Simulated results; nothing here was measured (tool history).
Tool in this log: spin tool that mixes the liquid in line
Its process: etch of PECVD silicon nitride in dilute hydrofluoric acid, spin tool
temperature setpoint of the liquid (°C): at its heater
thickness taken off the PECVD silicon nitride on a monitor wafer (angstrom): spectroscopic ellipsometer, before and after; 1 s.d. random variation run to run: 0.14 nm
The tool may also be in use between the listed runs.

run	hour	temperature setpoint of the liquid (°C)	parts of water to one part of 49 % hydrofluoric acid (parts by volume)	time under the liquid (s)	thickness taken off the PECVD silicon nitride on a monitor wafer (angstrom)
1	0.0	25.0	60	115	68.413
2	6.2	27.0	55	115	84.958
3	8.7	28.5	50	115	101.530
4	15.8	28.5	70	115	73.119
5	20.9	29.5	65	115	84.492
6	26.5	29.5	65	125	92.647
7	31.5	29.5	65	125	93.896
8	36.3	30.5	60	125	107.950
9	44.2	31.0	55	125	122.510
10	46.6	31.5	55	125	125.160

Run 11 is up next; what results do you expect?
11	52.0	31.5	55	125	?

{"run 11": {"thickness taken off the PECVD silicon nitride on a monitor wafer (angstrom)": 120.95}}
